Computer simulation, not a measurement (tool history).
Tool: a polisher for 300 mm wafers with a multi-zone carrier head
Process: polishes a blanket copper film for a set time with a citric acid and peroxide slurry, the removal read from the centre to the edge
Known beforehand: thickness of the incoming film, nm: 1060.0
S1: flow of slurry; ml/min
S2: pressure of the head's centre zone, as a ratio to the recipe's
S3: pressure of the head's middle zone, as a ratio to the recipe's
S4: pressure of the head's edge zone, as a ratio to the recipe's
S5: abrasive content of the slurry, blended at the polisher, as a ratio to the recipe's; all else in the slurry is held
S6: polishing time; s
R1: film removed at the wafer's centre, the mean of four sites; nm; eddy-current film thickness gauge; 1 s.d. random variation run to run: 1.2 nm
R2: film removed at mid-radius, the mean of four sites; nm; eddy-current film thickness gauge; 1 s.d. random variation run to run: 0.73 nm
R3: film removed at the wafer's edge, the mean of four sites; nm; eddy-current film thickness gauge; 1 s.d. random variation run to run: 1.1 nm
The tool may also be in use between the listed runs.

{"run": 1, "day": 0.0, "S1": 130, "S2": 1.0, "S3": 1.0, "S4": 1.0, "S5": 1.0, "S6": 77, "R1": 109.87, "R2": 125.75, "R3": 125.89}
{"run": 2, "day": 0.125, "S1": 130, "S2": 1.0, "S3": 1.0, "S4": 1.0, "S5": 0.8, "S6": 77, "R1": 106.42, "R2": 122.68, "R3": 121.93}
{"run": 3, "day": 0.446, "S1": 125, "S2": 0.99, "S3": 0.97, "S4": 0.98, "S5": 0.75, "S6": 75, "R1": 100.31, "R2": 113.3, "R3": 116.64}
{"run": 4, "day": 0.533, "S1": 125, "S2": 0.99, "S3": 0.97, "S4": 0.91, "S5": 0.75, "S6": 75, "R1": 102.27, "R2": 115.37, "R3": 109.85}
{"run": 5, "day": 0.875, "S1": 125, "S2": 0.99, "S3": 0.97, "S4": 0.91, "S5": 0.75, "S6": 82, "R1": 108.35, "R2": 126.24, "R3": 122.94}
{"run": 6, "day": 1.175, "S1": 125, "S2": 0.99, "S3": 0.92, "S4": 0.91, "S5": 0.75, "S6": 82, "R1": 108.44, "R2": 120.48, "R3": 124.25}
{"run": 7, "day": 1.438, "S1": 120, "S2": 0.99, "S3": 0.9, "S4": 0.9, "S5": 0.7, "S6": 79, "R1": 105.75, "R2": 111.2, "R3": 115.48}
{"day": 1.775, "done": "centre zone pressure recalibrated"}
{"run": 8, "day": 1.775, "S1": 115, "S2": 0.97, "S3": 0.88, "S4": 0.89, "S5": 0.65, "S6": 77, "R1": 111.44, "R2": 104.18, "R3": 110.48}

Run 9 comes next. What will it give?
{"run": 9, "day": 1.838, "S1": 130, "S2": 0.98, "S3": 0.89, "S4": 0.93, "S5": 0.65, "S6": 71, "R1": "?", "R2": "?", "R3": "?"}

Run 9 yielded R1 104.16 nm, R2 100.23 nm, R3 106.70 nm.
